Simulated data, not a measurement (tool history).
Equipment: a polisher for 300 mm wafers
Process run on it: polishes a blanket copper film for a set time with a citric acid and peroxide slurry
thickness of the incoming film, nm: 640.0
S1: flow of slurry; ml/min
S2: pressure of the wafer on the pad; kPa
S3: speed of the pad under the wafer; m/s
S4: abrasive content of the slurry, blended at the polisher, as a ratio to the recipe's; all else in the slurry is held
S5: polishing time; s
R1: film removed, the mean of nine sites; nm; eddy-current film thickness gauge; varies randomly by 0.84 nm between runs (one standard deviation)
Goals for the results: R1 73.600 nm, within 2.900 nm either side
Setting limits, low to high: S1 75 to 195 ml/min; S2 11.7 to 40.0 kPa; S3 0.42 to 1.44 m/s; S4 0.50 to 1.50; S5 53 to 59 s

run,hour,S1,S2,S3,S4,S5,R1
1,0.0,125,25.5,0.92,1.00,59,157.140
2,2.3,125,25.5,0.92,1.00,53,138.520
3,7.1,125,25.5,0.92,0.90,53,137.570
4,12.9,125,23.4,0.92,0.90,53,125.960
5,17.5,140,23.4,0.92,0.90,53,127.400
6,20.3,140,22.1,0.92,0.90,53,119.480
7,26.7,140,20.7,0.92,0.90,53,112.950
8,29.7,140,20.7,0.92,0.90,53,113.490
9,30.3,140,20.7,0.92,0.90,53,112.680
10,32.4,140,20.7,0.92,0.90,53,113.390
11,41.0,140,20.7,0.92,0.90,53,115.240

Which one of the following 4 next-run settings gets every result inside its allowed miss? There is exactly one.
A,49.6,140,14.5,0.80,0.95,53,?
B,49.6,140,14.5,0.74,0.80,53,?
C,49.6,105,14.5,0.84,0.55,53,?
D,49.6,165,19.3,0.90,0.50,53,?

move,R1
A,75.632
B,69.265
C,65.727
D,96.818
A: every result lands within tolerance
B: takes the result that was furthest off past its target
C: takes the result that was furthest off past its target
D: closes in on the targets versus the last run, not all within tolerance yet
Go with A: it meets all targets.
